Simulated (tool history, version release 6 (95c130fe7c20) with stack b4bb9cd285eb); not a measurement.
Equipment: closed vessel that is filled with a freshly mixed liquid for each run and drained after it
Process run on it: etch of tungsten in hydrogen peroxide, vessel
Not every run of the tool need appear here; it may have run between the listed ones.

run    day  temperature setpoint of the liquid (K)  concentration of hydrogen peroxide in the mixed liquid (% by weight)  time in the liquid (s)  thickness taken off the tungsten on a monitor wafer (angstrom)
  1  0.000                                  317.15                                                                  19.5                      35                                                          248.05
  2  0.258                                  317.15                                                                  21.5                      35                                                          259.82
  3  0.467                                  316.15                                                                  21.5                      35                                                          243.88
  4  0.625                                  316.15                                                                  21.5                      35                                                          244.88
  5  0.979                                  315.15                                                                  21.5                      35                                                          228.21
  6  1.312                                  322.15                                                                  21.5                      35                                                          356.37
  7  1.567                                  320.15                                                                  21.5                      35                                                          311.73
  8  1.712                                  318.65                                                                  21.5                      35                                                          285.56
  9  1.875                                  317.65                                                                  21.5                      35                                                          266.14

For run 10, what comes out?
 10  1.904                                  316.65                                                                  21.5                      35                                                               ?

thickness taken off the tungsten on a monitor wafer (angstrom): 253.27

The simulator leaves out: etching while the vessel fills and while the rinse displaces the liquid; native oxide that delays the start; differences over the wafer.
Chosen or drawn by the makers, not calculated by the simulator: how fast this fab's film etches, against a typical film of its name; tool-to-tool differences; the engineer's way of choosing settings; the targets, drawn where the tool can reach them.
